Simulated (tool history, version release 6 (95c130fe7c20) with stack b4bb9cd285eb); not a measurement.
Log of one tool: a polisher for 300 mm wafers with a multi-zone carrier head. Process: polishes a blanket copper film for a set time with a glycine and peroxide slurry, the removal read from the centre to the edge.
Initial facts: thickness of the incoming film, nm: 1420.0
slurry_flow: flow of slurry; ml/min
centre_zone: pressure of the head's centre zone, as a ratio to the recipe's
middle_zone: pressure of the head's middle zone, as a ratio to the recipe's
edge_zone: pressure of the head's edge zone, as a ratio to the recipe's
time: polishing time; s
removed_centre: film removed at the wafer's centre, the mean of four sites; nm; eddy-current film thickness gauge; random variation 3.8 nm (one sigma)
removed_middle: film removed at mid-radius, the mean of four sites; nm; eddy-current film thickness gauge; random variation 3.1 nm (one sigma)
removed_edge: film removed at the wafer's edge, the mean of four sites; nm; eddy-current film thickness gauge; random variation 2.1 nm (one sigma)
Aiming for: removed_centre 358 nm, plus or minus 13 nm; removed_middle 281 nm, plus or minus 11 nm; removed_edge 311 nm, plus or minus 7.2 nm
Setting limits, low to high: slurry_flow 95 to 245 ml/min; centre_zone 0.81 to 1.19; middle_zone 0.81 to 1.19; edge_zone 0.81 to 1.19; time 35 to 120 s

{"run": 1, "hour": 0.0, "slurry_flow": 155, "centre_zone": 1, "middle_zone": 1, "edge_zone": 1, "time": 77, "removed_centre": 390.31, "removed_middle": 392.2, "removed_edge": 381.58}
{"run": 2, "hour": 9.0, "slurry_flow": 155, "centre_zone": 1, "middle_zone": 1.07, "edge_zone": 1, "time": 77, "removed_centre": 399.58, "removed_middle": 423.98, "removed_edge": 381.62}
{"run": 3, "hour": 17.1, "slurry_flow": 155, "centre_zone": 0.95, "middle_zone": 1.07, "edge_zone": 1, "time": 77, "removed_centre": 374.04, "removed_middle": 414.04, "removed_edge": 380.21}
{"run": 4, "hour": 17.8, "slurry_flow": 155, "centre_zone": 0.95, "middle_zone": 1.07, "edge_zone": 1, "time": 67, "removed_centre": 328.59, "removed_middle": 355.91, "removed_edge": 330.04}
{"run": 5, "hour": 26.8, "slurry_flow": 155, "centre_zone": 0.97, "middle_zone": 1.04, "edge_zone": 0.99, "time": 67, "removed_centre": 332.11, "removed_middle": 348.15, "removed_edge": 330.54}
{"run": 6, "hour": 29.7, "slurry_flow": 155, "centre_zone": 0.97, "middle_zone": 1.04, "edge_zone": 1.02, "time": 67, "removed_centre": 333.68, "removed_middle": 349.03, "removed_edge": 338.54}
{"run": 7, "hour": 32.6, "slurry_flow": 150, "centre_zone": 0.98, "middle_zone": 1.02, "edge_zone": 1.01, "time": 67, "removed_centre": 328.94, "removed_middle": 339.97, "removed_edge": 329.59}
{"run": 8, "hour": 36.5, "slurry_flow": 150, "centre_zone": 1, "middle_zone": 1, "edge_zone": 1, "time": 67, "removed_centre": 344.23, "removed_middle": 346.04, "removed_edge": 332.05}
{"run": 9, "hour": 44.3, "slurry_flow": 155, "centre_zone": 1.01, "middle_zone": 0.98, "edge_zone": 1, "time": 66, "removed_centre": 339.7, "removed_middle": 329.83, "removed_edge": 330.34}
{"run": 10, "hour": 50.8, "slurry_flow": 155, "centre_zone": 1.02, "middle_zone": 0.96, "edge_zone": 0.99, "time": 66, "removed_centre": 342.14, "removed_middle": 322.36, "removed_edge": 325.9}

Pick the move, out of 4, that brings all results within their allowed miss; only one does.
{"run": "A", "hour": 57.3, "slurry_flow": 140, "centre_zone": 1.11, "middle_zone": 0.95, "edge_zone": 0.96, "time": 65, "removed_centre": "?", "removed_middle": "?", "removed_edge": "?"}
{"run": "B", "hour": 57.3, "slurry_flow": 155, "centre_zone": 1.14, "middle_zone": 0.85, "edge_zone": 1.02, "time": 62, "removed_centre": "?", "removed_middle": "?", "removed_edge": "?"}
{"run": "C", "hour": 57.3, "slurry_flow": 155, "centre_zone": 1.11, "middle_zone": 0.92, "edge_zone": 1.12, "time": 59, "removed_centre": "?", "removed_middle": "?", "removed_edge": "?"}
{"run": "D", "hour": 57.3, "slurry_flow": 205, "centre_zone": 0.99, "middle_zone": 1.08, "edge_zone": 0.94, "time": 62, "removed_centre": "?", "removed_middle": "?", "removed_edge": "?"}

move=A removed_centre=355.1 removed_middle=311.9 removed_edge=310.47
move=B removed_centre=355.03 removed_middle=278.84 removed_edge=310.09
move=C removed_centre=330.27 removed_middle=282.1 removed_edge=308.91
move=D removed_centre=332.36 removed_middle=353.66 removed_edge=308.1
A: closes in on the targets versus the last run, not all within tolerance yet
B: every result lands within tolerance
C: the furthest-off result lands on target, but another misses its tolerance
D: further off than the last run
Move B is the one to make.
